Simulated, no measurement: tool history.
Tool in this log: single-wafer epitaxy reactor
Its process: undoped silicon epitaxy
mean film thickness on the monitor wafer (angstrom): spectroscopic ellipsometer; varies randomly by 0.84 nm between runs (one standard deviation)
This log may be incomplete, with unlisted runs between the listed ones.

run  hour  wafer temperature setpoint (pyrometer-controlled) (deg C)  deposition time (s)  mean film thickness on the monitor wafer (angstrom)
  1   0.0                                                        660                  591                                               1267.0
  2   9.1                                                        660                  647                                               1386.6
  3  14.7                                                        660                  567                                               1213.0
  4  23.6                                                        663                  568                                               1295.1
  5  26.6                                                        665                  568                                               1333.2
  6  29.8                                                        675                  568                                               1609.4
  7  31.0                                                        676                  571                                               1636.8
  8  36.4                                                        677                  574                                               1692.8
  9  41.5                                                        678                  575                                               1720.1

Expected results for the next run?
 10  49.2                                                        679                  577                                                    ?

mean film thickness on the monitor wafer (angstrom): 1752.9
